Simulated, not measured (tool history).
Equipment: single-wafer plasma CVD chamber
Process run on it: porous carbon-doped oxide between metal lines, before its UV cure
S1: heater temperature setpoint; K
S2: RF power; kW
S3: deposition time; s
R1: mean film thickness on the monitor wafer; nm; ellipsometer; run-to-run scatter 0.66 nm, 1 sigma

run    day      S1     S2    S3      R1
  1      0  593.15   0.39  41.4  167.81
  2  0.125  598.15   0.37  41.2  158.46
  3  0.458  598.15   0.37  39.5  150.52
  4   0.55  602.15   0.36  39.5  144.03
  5  0.775  595.15   0.36  39.5  149.38
  6  0.854  599.15  0.355  39.5  144.45
  7  0.896  602.15   0.35  39.5  141.33

Run 8 comes next. What will it give?
  8  1.208  604.15  0.345  39.5   ?

R1: 138.46 nm

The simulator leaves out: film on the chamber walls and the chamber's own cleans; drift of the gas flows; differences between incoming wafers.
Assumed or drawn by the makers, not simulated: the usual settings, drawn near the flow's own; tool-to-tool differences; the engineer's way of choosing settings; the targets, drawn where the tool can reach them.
